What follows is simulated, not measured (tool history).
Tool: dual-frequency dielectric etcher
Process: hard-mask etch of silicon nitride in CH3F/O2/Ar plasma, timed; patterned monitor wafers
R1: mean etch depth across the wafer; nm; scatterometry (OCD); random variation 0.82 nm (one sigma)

run 1 hour=0 | source_power_(kW)=0.49 bias_power_(kW)=0.056 etch_time_(s)=267.5 | R1=197.74
run 2 hour=6 | source_power_(kW)=0.49 bias_power_(kW)=0.056 etch_time_(s)=267.5 | R1=199.62
run 3 hour=13.6 | source_power_(kW)=0.49 bias_power_(kW)=0.056 etch_time_(s)=267.5 | R1=198.96
run 4 hour=19.4 | source_power_(kW)=0.49 bias_power_(kW)=0.056 etch_time_(s)=280 | R1=207.97
run 5 hour=25.5 | source_power_(kW)=0.45 bias_power_(kW)=0.053 etch_time_(s)=279 | R1=194.08
-- hour=28.5 bias power generator calibrated
run 6 hour=28.5 | source_power_(kW)=0.42 bias_power_(kW)=0.053 etch_time_(s)=279 | R1=185.29

The next listed run, before its measurement:
run 7 hour=30 | source_power_(kW)=0.4 bias_power_(kW)=0.053 etch_time_(s)=279 | R1=?

Run 7 gave R1 178.41 nm.

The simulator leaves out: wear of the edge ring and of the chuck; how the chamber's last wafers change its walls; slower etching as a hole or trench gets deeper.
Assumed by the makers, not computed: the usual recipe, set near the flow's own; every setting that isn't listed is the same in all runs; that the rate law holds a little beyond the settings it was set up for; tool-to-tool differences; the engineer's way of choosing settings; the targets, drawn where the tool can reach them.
